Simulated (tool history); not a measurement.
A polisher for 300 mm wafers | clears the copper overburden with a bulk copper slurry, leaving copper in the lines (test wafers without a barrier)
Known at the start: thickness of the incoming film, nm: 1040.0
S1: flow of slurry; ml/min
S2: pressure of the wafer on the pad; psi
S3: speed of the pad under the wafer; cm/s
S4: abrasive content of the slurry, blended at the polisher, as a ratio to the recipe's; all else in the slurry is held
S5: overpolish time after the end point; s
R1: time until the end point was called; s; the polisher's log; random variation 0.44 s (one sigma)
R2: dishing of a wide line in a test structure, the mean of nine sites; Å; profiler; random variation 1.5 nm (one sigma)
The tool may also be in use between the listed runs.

| run | hour | S1 | S2 | S3 | S4 | S5 | R1 | R2 |
|---|---|---|---|---|---|---|---|---|
| 1 | 0 | 310 | 2.5 | 122 | 1 | 25 | 80.914 | 958.64 |
| 2 | 1.5 | 310 | 2.7 | 122 | 1 | 22 | 74.845 | 935.15 |
| 3 | 5.6 | 310 | 2.9 | 122 | 1 | 21 | 69.948 | 971.76 |
| 4 | 12.4 | 385 | 2.9 | 122 | 1 | 21 | 69.293 | 977.44 |
| 5 | 17.7 | 385 | 3 | 122 | 1 | 19 | 66.928 | 982.13 |
| 6 | 19.1 | 385 | 3 | 122 | 1 | 26 | 66.246 | 1079.2 |
| 7 | 21.2 | 385 | 3.1 | 122 | 1 | 23 | 64.502 | 1063.9 |

Forecast run 8:
| 8 | 24.5 | 390 | 3.6 | 126 | 1 | 11 | ? | ? |

{"run 8": {"R1": 54.328, "R2": 857.49}}

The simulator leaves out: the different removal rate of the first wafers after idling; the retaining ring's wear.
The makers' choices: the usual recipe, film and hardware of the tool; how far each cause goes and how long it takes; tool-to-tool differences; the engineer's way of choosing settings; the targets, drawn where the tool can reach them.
